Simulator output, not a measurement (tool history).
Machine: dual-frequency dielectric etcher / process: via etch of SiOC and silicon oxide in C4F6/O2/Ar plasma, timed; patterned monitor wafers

run,hour,source power (W),bias power (W),etch time (s),mean etch depth across the wafer (nm)
1,0.0,380,169,69,76.347
2,8.9,380,144,69,71.981
3,17.0,380,144,72,75.629
4,25.0,390,146,72,76.574
5,29.5,400,148,72,78.088
6,37.9,370,148,72,75.462

What will run 7 give?
7,41.3,380,149,72,?

{"run 7": {"mean etch depth across the wafer (nm)": 76.336}}
